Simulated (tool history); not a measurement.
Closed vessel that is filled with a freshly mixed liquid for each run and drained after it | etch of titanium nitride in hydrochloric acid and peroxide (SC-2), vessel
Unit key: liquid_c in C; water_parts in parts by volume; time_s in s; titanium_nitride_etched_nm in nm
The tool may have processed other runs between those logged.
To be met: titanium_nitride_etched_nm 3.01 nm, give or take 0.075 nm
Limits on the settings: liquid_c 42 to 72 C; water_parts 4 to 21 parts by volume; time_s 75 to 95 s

run	hour	liquid_c	water_parts	time_s	titanium_nitride_etched_nm
1	0	58	11.5	95	5.57
2	1.9	58	14	95	4.6683
3	4	56	14	95	4.1458
4	12.8	56	9.5	95	5.7463
5	19.2	53	9.5	95	4.7129
6	20.2	51	9.5	95	4.1531
7	27	49.5	9.5	95	3.7497
8	34.5	48.5	9.5	95	3.5071
9	40.3	48	9.5	95	3.354
10	45.2	47.5	9.5	95	3.269
11	47.4	47	9.5	95	3.1834
# hour 53.8: chemicals flow meter replaced
12	53.8	46	9.5	95	2.8593

4 next moves are on the table. One of them brings every result within its allowed miss. Which?
A	60.2	42	6.5	90	?
B	60.2	44.5	9	95	?
C	60.2	48	9	75	?
D	60.2	50.5	9.5	75	?

move	titanium_nitride_etched_nm
A	2.7481
B	2.6672
C	2.6738
D	3.0238
A: its largest miss is bigger than the last run's
B: its largest miss is bigger than the last run's
C: its largest miss is bigger than the last run's
D: each result inside its tolerance
The right move is D.

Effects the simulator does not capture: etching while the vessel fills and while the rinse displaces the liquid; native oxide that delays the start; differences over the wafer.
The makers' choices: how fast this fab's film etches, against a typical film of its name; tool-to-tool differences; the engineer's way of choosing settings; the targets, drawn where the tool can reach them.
